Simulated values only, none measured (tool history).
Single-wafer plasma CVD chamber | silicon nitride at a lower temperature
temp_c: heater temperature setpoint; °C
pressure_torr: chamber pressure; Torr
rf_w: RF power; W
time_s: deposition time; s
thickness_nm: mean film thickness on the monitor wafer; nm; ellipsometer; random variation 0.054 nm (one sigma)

{"run": 1, "hour": 0.0, "temp_c": 360, "pressure_torr": 1.41, "rf_w": 360, "time_s": 13.8, "thickness_nm": 19.745}
{"run": 2, "hour": 1.7, "temp_c": 360, "pressure_torr": 1.31, "rf_w": 355, "time_s": 13.8, "thickness_nm": 18.98}
{"run": 3, "hour": 10.2, "temp_c": 360, "pressure_torr": 1.24, "rf_w": 355, "time_s": 13.8, "thickness_nm": 18.602}
{"run": 4, "hour": 12.8, "temp_c": 360, "pressure_torr": 1.41, "rf_w": 355, "time_s": 13.8, "thickness_nm": 19.627}
{"run": 5, "hour": 21.3, "temp_c": 360, "pressure_torr": 1.33, "rf_w": 355, "time_s": 13.8, "thickness_nm": 19.184}
{"run": 6, "hour": 25.8, "temp_c": 360, "pressure_torr": 1.33, "rf_w": 315, "time_s": 13.8, "thickness_nm": 17.617}

Forecast run 7:
{"run": 7, "hour": 28.2, "temp_c": 360, "pressure_torr": 1.31, "rf_w": 315, "time_s": 13.8, "thickness_nm": "?"}

{"run 7": {"thickness_nm": 17.511}}
